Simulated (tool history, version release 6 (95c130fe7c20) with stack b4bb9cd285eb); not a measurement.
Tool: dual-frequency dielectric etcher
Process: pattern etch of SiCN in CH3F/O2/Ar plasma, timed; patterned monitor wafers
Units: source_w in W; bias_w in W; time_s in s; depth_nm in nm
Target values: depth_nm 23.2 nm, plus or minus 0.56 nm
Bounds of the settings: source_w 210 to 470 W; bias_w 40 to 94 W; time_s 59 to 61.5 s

run 1 hour=0 | source_w=340 bias_w=67 time_s=59 | depth_nm=19.424
run 2 hour=2.8 | source_w=340 bias_w=67 time_s=59 | depth_nm=19.495
run 3 hour=9.2 | source_w=340 bias_w=73 time_s=59 | depth_nm=19.899
run 4 hour=10.1 | source_w=370 bias_w=76 time_s=59 | depth_nm=21.153
run 5 hour=13 | source_w=390 bias_w=77 time_s=59 | depth_nm=21.416
run 6 hour=13.6 | source_w=430 bias_w=77 time_s=59 | depth_nm=21.988
run 7 hour=20.2 | source_w=440 bias_w=79 time_s=59 | depth_nm=22.323
run 8 hour=24.5 | source_w=440 bias_w=80 time_s=59 | depth_nm=22.025
run 9 hour=30 | source_w=440 bias_w=82 time_s=59 | depth_nm=22.583

Consider the 5 candidate settings below. Which is the only one whose results all fall within their allowed miss of target?
run A hour=35.5 | source_w=470 bias_w=83 time_s=59.5 | depth_nm=?
run B hour=35.5 | source_w=470 bias_w=90 time_s=60 | depth_nm=?
run C hour=35.5 | source_w=470 bias_w=73 time_s=59 | depth_nm=?
run D hour=35.5 | source_w=470 bias_w=94 time_s=60 | depth_nm=?
run E hour=35.5 | source_w=350 bias_w=90 time_s=59 | depth_nm=?

move=A depth_nm=23.701
move=B depth_nm=24.574
move=C depth_nm=22.514
move=D depth_nm=24.949
move=E depth_nm=22.026
A: every result within its allowed miss
B: carries the result that was furthest off beyond its target, to the other side
C: moves away from the targets compared with the last run
D: carries the result that was furthest off beyond its target, to the other side
E: moves away from the targets compared with the last run
The move that meets every target is A.
